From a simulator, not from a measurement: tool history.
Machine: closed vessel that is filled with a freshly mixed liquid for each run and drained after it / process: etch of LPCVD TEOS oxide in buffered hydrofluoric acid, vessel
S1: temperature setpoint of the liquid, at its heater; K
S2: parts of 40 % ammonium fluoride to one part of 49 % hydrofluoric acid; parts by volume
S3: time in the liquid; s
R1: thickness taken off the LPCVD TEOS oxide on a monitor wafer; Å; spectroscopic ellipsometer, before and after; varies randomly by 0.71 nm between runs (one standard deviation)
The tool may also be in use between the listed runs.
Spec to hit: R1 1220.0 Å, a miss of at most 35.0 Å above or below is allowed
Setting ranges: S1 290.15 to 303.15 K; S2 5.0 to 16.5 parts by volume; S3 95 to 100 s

run  hour      S1    S2   S3      R1
  1   0.0  295.15  10.0   95  1677.9
  2   1.5  295.15  12.0   95  1436.4
  3   6.7  295.15  12.0  100  1501.7
  4  14.9  294.65  12.0  100  1433.7
  5  17.8  294.65  12.0  100  1439.5
  6  25.5  294.15  12.0  100  1415.8
  7  29.1  293.65  12.0  100  1383.0
  8  33.8  292.15  12.0  100  1258.0

Which one of the following 5 next-run settings gets every result inside its allowed miss? There is exactly one.
  A  38.5  293.15  11.5   95   ?
  B  38.5  295.65  13.5   95   ?
  C  38.5  291.65  11.5  100   ?
  D  38.5  290.15  11.0   95   ?
  E  38.5  290.65  11.5  100   ?

move      R1
   A  1316.6
   B  1293.1
   C  1273.7
   D  1160.4
   E  1203.4
A: misses by more than the last run did
B: misses by more than the last run did
C: misses by more than the last run did
D: the result that was furthest off in the last run now lies on the other side of its target
E: all results in spec
E meets every target.

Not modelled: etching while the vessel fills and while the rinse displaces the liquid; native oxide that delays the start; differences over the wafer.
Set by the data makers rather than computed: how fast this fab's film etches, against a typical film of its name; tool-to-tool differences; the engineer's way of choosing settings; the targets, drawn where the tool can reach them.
